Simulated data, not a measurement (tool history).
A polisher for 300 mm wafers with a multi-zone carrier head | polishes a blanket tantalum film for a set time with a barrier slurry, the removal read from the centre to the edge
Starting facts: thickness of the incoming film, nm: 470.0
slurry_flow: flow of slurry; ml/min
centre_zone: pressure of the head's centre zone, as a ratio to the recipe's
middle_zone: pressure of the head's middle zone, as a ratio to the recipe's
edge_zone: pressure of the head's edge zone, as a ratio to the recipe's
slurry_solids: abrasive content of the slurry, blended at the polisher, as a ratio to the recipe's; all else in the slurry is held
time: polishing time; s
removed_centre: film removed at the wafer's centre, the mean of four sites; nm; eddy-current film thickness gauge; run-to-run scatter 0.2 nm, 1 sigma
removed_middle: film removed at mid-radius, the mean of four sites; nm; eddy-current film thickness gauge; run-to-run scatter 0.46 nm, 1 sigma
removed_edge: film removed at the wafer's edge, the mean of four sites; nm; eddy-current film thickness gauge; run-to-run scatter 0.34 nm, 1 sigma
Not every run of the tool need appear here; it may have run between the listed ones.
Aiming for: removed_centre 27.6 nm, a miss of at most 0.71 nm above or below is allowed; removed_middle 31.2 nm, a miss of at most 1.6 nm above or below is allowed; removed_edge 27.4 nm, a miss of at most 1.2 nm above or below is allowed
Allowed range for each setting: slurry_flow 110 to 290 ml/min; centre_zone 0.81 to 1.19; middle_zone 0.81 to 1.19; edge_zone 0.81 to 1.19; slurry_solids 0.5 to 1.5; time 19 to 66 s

run 1 day=0 | slurry_flow=185 centre_zone=1 middle_zone=1 edge_zone=1 slurry_solids=1 time=42 | removed_centre=44.021 removed_middle=43.463 removed_edge=44.401
run 2 day=0.312 | slurry_flow=185 centre_zone=0.99 middle_zone=1.01 edge_zone=0.97 slurry_solids=0.9 time=40 | removed_centre=39.55 removed_middle=40.12 removed_edge=41.137
run 3 day=0.396 | slurry_flow=185 centre_zone=0.99 middle_zone=0.93 edge_zone=0.97 slurry_solids=0.9 time=40 | removed_centre=39.603 removed_middle=37.123 removed_edge=39.515
run 4 day=0.425 | slurry_flow=195 centre_zone=0.99 middle_zone=0.96 edge_zone=0.94 slurry_solids=0.85 time=38 | removed_centre=37.092 removed_middle=37.526 removed_edge=36.343
run 5 day=0.5 | slurry_flow=195 centre_zone=0.99 middle_zone=0.96 edge_zone=0.94 slurry_solids=1 time=38 | removed_centre=39.229 removed_middle=39.566 removed_edge=39.58
run 6 day=0.721 | slurry_flow=195 centre_zone=0.99 middle_zone=0.96 edge_zone=0.97 slurry_solids=1 time=38 | removed_centre=39.009 removed_middle=39.631 removed_edge=39.248
run 7 day=0.992 | slurry_flow=210 centre_zone=0.97 middle_zone=0.94 edge_zone=0.96 slurry_solids=0.9 time=37 | removed_centre=36.753 removed_middle=36.497 removed_edge=37.764
run 8 day=1.146 | slurry_flow=200 centre_zone=0.97 middle_zone=0.95 edge_zone=0.93 slurry_solids=0.85 time=37 | removed_centre=35.109 removed_middle=36.675 removed_edge=35.822
run 9 day=1.204 | slurry_flow=200 centre_zone=0.97 middle_zone=0.94 edge_zone=0.91 slurry_solids=0.8 time=37 | removed_centre=34.306 removed_middle=35.125 removed_edge=35.622
run 10 day=1.283 | slurry_flow=205 centre_zone=0.98 middle_zone=0.95 edge_zone=0.9 slurry_solids=0.75 time=36 | removed_centre=33.146 removed_middle=32.503 removed_edge=32.836
run 11 day=1.454 | slurry_flow=205 centre_zone=0.98 middle_zone=0.98 edge_zone=0.88 slurry_solids=0.7 time=36 | removed_centre=32.202 removed_middle=33.166 removed_edge=32.183
run 12 day=1.604 | slurry_flow=205 centre_zone=0.98 middle_zone=1 edge_zone=0.87 slurry_solids=0.65 time=36 | removed_centre=31.479 removed_middle=33.105 removed_edge=31.385
run 13 day=1.788 | slurry_flow=205 centre_zone=0.98 middle_zone=1.01 edge_zone=0.86 slurry_solids=0.6 time=36 | removed_centre=30.64 removed_middle=32.695 removed_edge=29.746
run 14 day=1.838 | slurry_flow=200 centre_zone=0.98 middle_zone=1.01 edge_zone=0.85 slurry_solids=0.6 time=36 | removed_centre=30.136 removed_middle=31.416 removed_edge=29.441
run 15 day=2.088 | slurry_flow=195 centre_zone=0.98 middle_zone=1.02 edge_zone=0.84 slurry_solids=0.6 time=36 | removed_centre=29.664 removed_middle=31.152 removed_edge=29.452
run 16 day=2.138 | slurry_flow=195 centre_zone=0.98 middle_zone=1.04 edge_zone=0.83 slurry_solids=0.6 time=36 | removed_centre=29.877 removed_middle=32.113 removed_edge=28.632
run 17 day=2.162 | slurry_flow=190 centre_zone=0.97 middle_zone=1.04 edge_zone=0.83 slurry_solids=0.6 time=36 | removed_centre=29.588 removed_middle=32.282 removed_edge=29.049
run 18 day=2.317 | slurry_flow=185 centre_zone=0.97 middle_zone=1.05 edge_zone=0.83 slurry_solids=0.6 time=36 | removed_centre=29.89 removed_middle=32.346 removed_edge=28.878
run 19 day=2.483 | slurry_flow=180 centre_zone=0.96 middle_zone=1.05 edge_zone=0.83 slurry_solids=0.6 time=36 | removed_centre=28.991 removed_middle=31.709 removed_edge=28.53
run 20 day=2.504 | slurry_flow=150 centre_zone=0.95 middle_zone=1.08 edge_zone=0.81 slurry_solids=0.55 time=36 | removed_centre=26.554 removed_middle=30.524 removed_edge=26.686
run 21 day=2.583 | slurry_flow=150 centre_zone=0.95 middle_zone=1.08 edge_zone=0.81 slurry_solids=0.55 time=36 | removed_centre=27.008 removed_middle=30.667 removed_edge=26.618

Consider the 5 candidate settings below. Which is the only one whose results all fall within their allowed miss of target?
run A day=2.662 | slurry_flow=200 centre_zone=0.99 middle_zone=1.05 edge_zone=0.84 slurry_solids=0.5 time=35 | removed_centre=? removed_middle=? removed_edge=?
run B day=2.662 | slurry_flow=115 centre_zone=1.06 middle_zone=1.14 edge_zone=0.81 slurry_solids=0.6 time=33 | removed_centre=? removed_middle=? removed_edge=?
run C day=2.662 | slurry_flow=175 centre_zone=1.01 middle_zone=1.15 edge_zone=0.81 slurry_solids=0.55 time=33 | removed_centre=? removed_middle=? removed_edge=?
run D day=2.662 | slurry_flow=120 centre_zone=0.97 middle_zone=1.08 edge_zone=0.81 slurry_solids=0.8 time=32 | removed_centre=? removed_middle=? removed_edge=?
run E day=2.662 | slurry_flow=150 centre_zone=0.89 middle_zone=1.01 edge_zone=0.83 slurry_solids=0.5 time=39 | removed_centre=? removed_middle=? removed_edge=?

move=A removed_centre=27.117 removed_middle=28.977 removed_edge=25.479
move=B removed_centre=27.477 removed_middle=29.701 removed_edge=24.552
move=C removed_centre=26.971 removed_middle=30.576 removed_edge=24.62
move=D removed_centre=27.814 removed_middle=31.383 removed_edge=27.123
move=E removed_centre=25.949 removed_middle=30.045 removed_edge=27.47
A: the worst result of the last run now meets its target, but another is out of spec
B: the worst result of the last run now meets its target, but another is out of spec
C: the worst result of the last run now meets its target, but another is out of spec
D: all results land within tolerance of their targets
E: misses by more than the last run did
The right move is D.
